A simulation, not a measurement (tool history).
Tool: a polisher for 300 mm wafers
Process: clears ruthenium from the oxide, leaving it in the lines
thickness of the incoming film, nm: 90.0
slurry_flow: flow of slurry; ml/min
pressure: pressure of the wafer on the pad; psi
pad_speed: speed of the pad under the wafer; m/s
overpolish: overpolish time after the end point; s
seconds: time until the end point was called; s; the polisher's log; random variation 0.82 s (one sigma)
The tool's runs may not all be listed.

run,hour,slurry_flow,pressure,pad_speed,overpolish,seconds
1,0.0,180,2.0,0.82,25,102.630
2,6.8,180,2.3,0.82,25,89.668
3,11.3,160,2.3,0.82,25,90.658
4,16.6,160,1.9,0.82,25,107.830
5,24.0,160,2.2,0.84,25,93.921
6,25.6,160,2.2,0.84,25,93.985

The next listed run, before its measurement:
7,27.6,160,2.2,0.84,25,?

Run 7 gave seconds 93.064 s.

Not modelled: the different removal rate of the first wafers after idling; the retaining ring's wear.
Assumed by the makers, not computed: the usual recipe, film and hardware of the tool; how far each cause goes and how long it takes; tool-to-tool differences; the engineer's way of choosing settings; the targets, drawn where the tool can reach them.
